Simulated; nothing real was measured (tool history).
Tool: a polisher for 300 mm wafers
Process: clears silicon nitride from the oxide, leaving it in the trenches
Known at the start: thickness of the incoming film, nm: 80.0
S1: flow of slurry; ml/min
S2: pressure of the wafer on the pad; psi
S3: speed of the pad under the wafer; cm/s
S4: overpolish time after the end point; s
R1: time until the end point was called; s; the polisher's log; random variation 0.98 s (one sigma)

run    day   S1   S2  S3  S4      R1
  1  0.000  315  2.8  92   4  113.42
  2  0.167  315  2.8  76   4  136.31
  3  0.479  315  3.3  76   4  116.99
  4  0.529  315  3.3  58   4  148.18
  5  0.842  345  3.3  58   4  148.60
  6  0.988  345  3.3  68   4  128.14
  7  1.333  345  3.5  68   4  119.93
  8  1.408  345  3.6  68   4  116.42
  9  1.675  345  3.7  68   4  113.19
 10  1.704  345  3.8  68   4  112.12
 11  1.912  345  3.9  68   4  107.03

Forecast run 12:
 12  1.942  345  4.0  68   4   ?

{"run 12": {"R1": 106.72}}
